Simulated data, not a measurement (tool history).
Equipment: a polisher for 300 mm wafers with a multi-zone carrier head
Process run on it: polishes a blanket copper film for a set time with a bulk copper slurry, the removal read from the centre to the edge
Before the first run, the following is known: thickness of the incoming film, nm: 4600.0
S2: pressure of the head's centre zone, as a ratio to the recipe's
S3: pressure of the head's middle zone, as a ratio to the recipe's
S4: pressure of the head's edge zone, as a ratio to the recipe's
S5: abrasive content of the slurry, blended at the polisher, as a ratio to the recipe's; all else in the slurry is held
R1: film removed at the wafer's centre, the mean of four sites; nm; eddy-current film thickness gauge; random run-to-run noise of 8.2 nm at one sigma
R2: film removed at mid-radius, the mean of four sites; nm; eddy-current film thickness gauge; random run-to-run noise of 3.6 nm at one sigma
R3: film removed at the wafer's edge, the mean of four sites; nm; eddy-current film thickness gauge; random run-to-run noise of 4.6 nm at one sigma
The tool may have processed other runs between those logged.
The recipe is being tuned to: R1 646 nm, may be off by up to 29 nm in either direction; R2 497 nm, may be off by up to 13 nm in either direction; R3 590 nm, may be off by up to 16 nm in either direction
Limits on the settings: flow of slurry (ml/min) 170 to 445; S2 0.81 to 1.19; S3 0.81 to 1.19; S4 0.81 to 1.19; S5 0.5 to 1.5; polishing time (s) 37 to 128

{"run": 1, "hour": 0.0, "flow of slurry (ml/min)": 285, "S2": 1, "S3": 1, "S4": 1, "S5": 1, "polishing time (s)": 82, "R1": 946.56, "R2": 947.56, "R3": 961.97}
{"run": 2, "hour": 3.3, "flow of slurry (ml/min)": 280, "S2": 1.01, "S3": 0.97, "S4": 0.99, "S5": 0.95, "polishing time (s)": 78, "R1": 892.08, "R2": 868.64, "R3": 896.03}
{"run": 3, "hour": 7.4, "flow of slurry (ml/min)": 280, "S2": 1.01, "S3": 0.97, "S4": 0.93, "S5": 0.95, "polishing time (s)": 78, "R1": 922.73, "R2": 862.41, "R3": 848}
{"run": 4, "hour": 11.5, "flow of slurry (ml/min)": 270, "S2": 1.02, "S3": 0.95, "S4": 0.94, "S5": 0.9, "polishing time (s)": 74, "R1": 857.64, "R2": 801.28, "R3": 809.7}
{"run": 5, "hour": 14.8, "flow of slurry (ml/min)": 270, "S2": 0.96, "S3": 0.95, "S4": 0.94, "S5": 0.9, "polishing time (s)": 74, "R1": 798.71, "R2": 796.9, "R3": 807}
{"run": 6, "hour": 23.0, "flow of slurry (ml/min)": 270, "S2": 0.96, "S3": 0.95, "S4": 0.94, "S5": 0.9, "polishing time (s)": 83, "R1": 897.52, "R2": 886.38, "R3": 903.11}
{"run": 7, "hour": 24.1, "flow of slurry (ml/min)": 265, "S2": 0.99, "S3": 0.93, "S4": 0.95, "S5": 0.85, "polishing time (s)": 78, "R1": 881.25, "R2": 811.28, "R3": 856.3}
{"run": 8, "hour": 29.6, "flow of slurry (ml/min)": 260, "S2": 0.99, "S3": 0.91, "S4": 0.94, "S5": 0.8, "polishing time (s)": 74, "R1": 825.68, "R2": 750.47, "R3": 793.12}
{"run": 9, "hour": 31.5, "flow of slurry (ml/min)": 255, "S2": 1, "S3": 0.89, "S4": 0.94, "S5": 0.75, "polishing time (s)": 71, "R1": 776.54, "R2": 704.25, "R3": 767.44}
{"run": 10, "hour": 32.7, "flow of slurry (ml/min)": 255, "S2": 1.1, "S3": 0.81, "S4": 0.88, "S5": 0.5, "polishing time (s)": 48, "R1": 556.53, "R2": 418.12, "R3": 468.13}
{"run": 11, "hour": 39.4, "flow of slurry (ml/min)": 320, "S2": 1.15, "S3": 0.91, "S4": 0.98, "S5": 0.65, "polishing time (s)": 48, "R1": 629.46, "R2": 475.76, "R3": 521.01}
{"run": 12, "hour": 42.1, "flow of slurry (ml/min)": 320, "S2": 1.15, "S3": 0.91, "S4": 1, "S5": 0.65, "polishing time (s)": 48, "R1": 617.95, "R2": 480.04, "R3": 530.08}
{"run": 13, "hour": 42.7, "flow of slurry (ml/min)": 320, "S2": 1.15, "S3": 0.91, "S4": 1.02, "S5": 0.65, "polishing time (s)": 48, "R1": 617.07, "R2": 484.65, "R3": 531.77}
{"run": 14, "hour": 50.6, "flow of slurry (ml/min)": 320, "S2": 1.15, "S3": 0.9, "S4": 1.04, "S5": 0.7, "polishing time (s)": 48, "R1": 619.92, "R2": 485.44, "R3": 545.69}
{"run": 15, "hour": 51.8, "flow of slurry (ml/min)": 320, "S2": 1.16, "S3": 0.9, "S4": 1.05, "S5": 0.7, "polishing time (s)": 48, "R1": 619.73, "R2": 481.51, "R3": 541.11}
{"run": 16, "hour": 56.7, "flow of slurry (ml/min)": 325, "S2": 1.16, "S3": 0.9, "S4": 1.06, "S5": 0.75, "polishing time (s)": 48, "R1": 644.15, "R2": 487.22, "R3": 552.99}
{"run": 17, "hour": 63.5, "flow of slurry (ml/min)": 325, "S2": 1.16, "S3": 0.9, "S4": 1.07, "S5": 0.75, "polishing time (s)": 48, "R1": 642.48, "R2": 489.96, "R3": 548.43}
{"run": 18, "hour": 72.4, "flow of slurry (ml/min)": 325, "S2": 1.15, "S3": 0.89, "S4": 1.08, "S5": 0.75, "polishing time (s)": 48, "R1": 635.42, "R2": 486.39, "R3": 553.06}
{"run": 19, "hour": 77.6, "flow of slurry (ml/min)": 325, "S2": 1.15, "S3": 0.89, "S4": 1.09, "S5": 0.75, "polishing time (s)": 48, "R1": 617.59, "R2": 482.33, "R3": 558.41}
{"run": 20, "hour": 85.3, "flow of slurry (ml/min)": 325, "S2": 1.15, "S3": 0.89, "S4": 1.1, "S5": 0.75, "polishing time (s)": 48, "R1": 631.13, "R2": 483.05, "R3": 557.97}
{"run": 21, "hour": 91.6, "flow of slurry (ml/min)": 325, "S2": 1.15, "S3": 0.89, "S4": 1.11, "S5": 0.75, "polishing time (s)": 48, "R1": 635.01, "R2": 481.09, "R3": 571.61}

Consider the 5 candidate settings below. Which is the only one whose results all fall within their allowed miss of target?
{"run": "A", "hour": 97.9, "flow of slurry (ml/min)": 300, "S2": 1.19, "S3": 0.91, "S4": 1, "S5": 0.85, "polishing time (s)": 48, "R1": "?", "R2": "?", "R3": "?"}
{"run": "B", "hour": 97.9, "flow of slurry (ml/min)": 325, "S2": 1.13, "S3": 0.9, "S4": 1.01, "S5": 0.85, "polishing time (s)": 48, "R1": "?", "R2": "?", "R3": "?"}
{"run": "C", "hour": 97.9, "flow of slurry (ml/min)": 225, "S2": 1.09, "S3": 0.91, "S4": 1.04, "S5": 0.55, "polishing time (s)": 53, "R1": "?", "R2": "?", "R3": "?"}
{"run": "D", "hour": 97.9, "flow of slurry (ml/min)": 400, "S2": 1.19, "S3": 0.89, "S4": 1.11, "S5": 0.55, "polishing time (s)": 48, "R1": "?", "R2": "?", "R3": "?"}
{"run": "E", "hour": 97.9, "flow of slurry (ml/min)": 330, "S2": 1.13, "S3": 0.87, "S4": 1.12, "S5": 0.8, "polishing time (s)": 50, "R1": "?", "R2": "?", "R3": "?"}

move=A R1=645.65 R2=501.23 R3=547.46
move=B R1=618.33 R2=500.83 R3=553.58
move=C R1=590.64 R2=503.08 R3=564.86
move=D R1=625.78 R2=475.67 R3=554.19
move=E R1=639.24 R2=503.4 R3=602.59
A: the furthest-off result lands on target, but another misses its tolerance
B: the furthest-off result lands on target, but another misses its tolerance
C: the furthest-off result lands on target, but another misses its tolerance
D: the biggest miss grows against the last run
E: all results in spec
So the answer is move E, the one that meets all the targets.

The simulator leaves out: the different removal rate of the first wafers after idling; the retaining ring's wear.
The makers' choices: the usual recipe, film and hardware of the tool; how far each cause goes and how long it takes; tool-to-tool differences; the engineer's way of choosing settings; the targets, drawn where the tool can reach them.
